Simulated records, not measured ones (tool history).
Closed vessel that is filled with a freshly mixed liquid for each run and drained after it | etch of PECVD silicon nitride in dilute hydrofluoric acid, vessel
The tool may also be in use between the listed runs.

run	hour	temperature setpoint of the liquid (°C)	parts of water to one part of 49 % hydrofluoric acid (parts by volume)	time in the liquid (s)	thickness taken off the PECVD silicon nitride on a monitor wafer (nm)
1	0.0	25.0	255	3165	63.315
2	8.9	22.0	255	3165	52.647
3	10.5	22.0	255	3165	52.671
4	13.5	22.0	255	3370	56.324
5	14.3	19.0	255	3370	46.547
6	20.6	19.0	255	3370	46.670
7	21.9	21.0	245	3370	54.481
8	24.4	23.0	230	3370	66.360

Run 9 comes next. What will it give?
9	30.2	24.5	220	3370	?

thickness taken off the PECVD silicon nitride on a monitor wafer (nm): 76.400
